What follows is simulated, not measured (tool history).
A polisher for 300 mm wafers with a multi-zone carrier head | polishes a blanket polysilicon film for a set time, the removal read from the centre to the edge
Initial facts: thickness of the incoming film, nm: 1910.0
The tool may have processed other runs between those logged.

run	hour	flow of slurry (ml/min)	pressure of the head's centre zone	pressure of the head's middle zone	pressure of the head's edge zone	polishing time (s)	film removed at the wafer's centre (angstrom)	film removed at mid-radius (angstrom)	film removed at the wafer's edge (angstrom)
1	0.0	175	1.00	1.00	1.00	49	2181.3	2170.7	2183.5
2	4.4	210	1.00	1.00	1.00	49	2245.6	2254.7	2276.9
3	12.4	250	1.00	1.00	1.00	49	2282.9	2288.3	2252.5
4	19.4	250	0.94	1.00	1.00	49	2165.6	2311.6	2275.3
5	20.8	245	0.94	1.02	1.02	50	2183.2	2376.2	2378.0
6	24.0	245	0.95	1.04	1.03	51	2269.0	2460.5	2404.0

Predict the results of run 7:
7	27.5	245	0.95	1.05	1.04	52	?	?	?

{"run 7": {"film removed at the wafer's centre (angstrom)": 2294.4, "film removed at mid-radius (angstrom)": 2518.4, "film removed at the wafer's edge (angstrom)": 2448.2}}
